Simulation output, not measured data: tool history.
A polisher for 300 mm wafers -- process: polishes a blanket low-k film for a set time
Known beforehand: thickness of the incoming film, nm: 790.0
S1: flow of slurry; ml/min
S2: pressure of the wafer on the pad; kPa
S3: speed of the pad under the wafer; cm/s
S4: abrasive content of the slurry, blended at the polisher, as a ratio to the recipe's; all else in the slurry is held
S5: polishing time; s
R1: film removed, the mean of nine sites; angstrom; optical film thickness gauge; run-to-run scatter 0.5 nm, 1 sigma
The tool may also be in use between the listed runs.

Run 1, day 0: S1 230 ml/min, S2 15.2 kPa, S3 76 cm/s, S4 1, S5 75 s. Result: R1 290.33 angstrom.
Run 2, day 0.033: S1 230 ml/min, S2 15.2 kPa, S3 68 cm/s, S4 1, S5 75 s. Result: R1 258.37 angstrom.
Run 3, day 0.204: S1 230 ml/min, S2 15.2 kPa, S3 68 cm/s, S4 1.15, S5 75 s. Result: R1 273.35 angstrom.
Run 4, day 0.442: S1 230 ml/min, S2 18.6 kPa, S3 68 cm/s, S4 1.15, S5 75 s. Result: R1 335 angstrom.
Run 5, day 0.521: S1 230 ml/min, S2 19.3 kPa, S3 68 cm/s, S4 1.15, S5 75 s. Result: R1 341.54 angstrom.
Run 6, day 0.771: S1 230 ml/min, S2 19.3 kPa, S3 68 cm/s, S4 1.15, S5 78 s. Result: R1 351.32 angstrom.
Run 7, day 0.904: S1 230 ml/min, S2 20 kPa, S3 70 cm/s, S4 1.15, S5 78 s. Result: R1 366.04 angstrom.
Run 8, day 0.933: S1 230 ml/min, S2 20.7 kPa, S3 72 cm/s, S4 1.15, S5 78 s. Result: R1 399.21 angstrom.
Run 9, day 1.179: S1 230 ml/min, S2 21.4 kPa, S3 72 cm/s, S4 1.15, S5 78 s. Result: R1 399.39 angstrom.

Run 10, settings as shown, results not yet in. Your forecast:
Run 10, day 1.279: S1 230 ml/min, S2 22.1 kPa, S3 74 cm/s, S4 1.15, S5 78 s. Result: R1 ?.

R1: 427.79 angstrom
